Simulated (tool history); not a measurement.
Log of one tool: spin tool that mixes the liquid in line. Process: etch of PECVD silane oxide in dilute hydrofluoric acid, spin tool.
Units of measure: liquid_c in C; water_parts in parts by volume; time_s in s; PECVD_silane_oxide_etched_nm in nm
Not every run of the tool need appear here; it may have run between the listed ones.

run    day  liquid_c  water_parts  time_s  PECVD_silane_oxide_etched_nm
  1  0.000      26.0          195     270                        32.830
  2  0.096      24.5          195     270                        31.093
  3  0.129      24.5          150     270                        42.572
  4  0.271      25.5          150     270                        44.176
  5  0.425      27.0          150     270                        46.667
  6  0.692      25.5          150     270                        44.127
  7  0.725      26.0          150     270                        44.933

Expected results for the next run?
  8  1.054      26.5          150     270                             ?

Logged for run 8: PECVD_silane_oxide_etched_nm 45.902 nm.

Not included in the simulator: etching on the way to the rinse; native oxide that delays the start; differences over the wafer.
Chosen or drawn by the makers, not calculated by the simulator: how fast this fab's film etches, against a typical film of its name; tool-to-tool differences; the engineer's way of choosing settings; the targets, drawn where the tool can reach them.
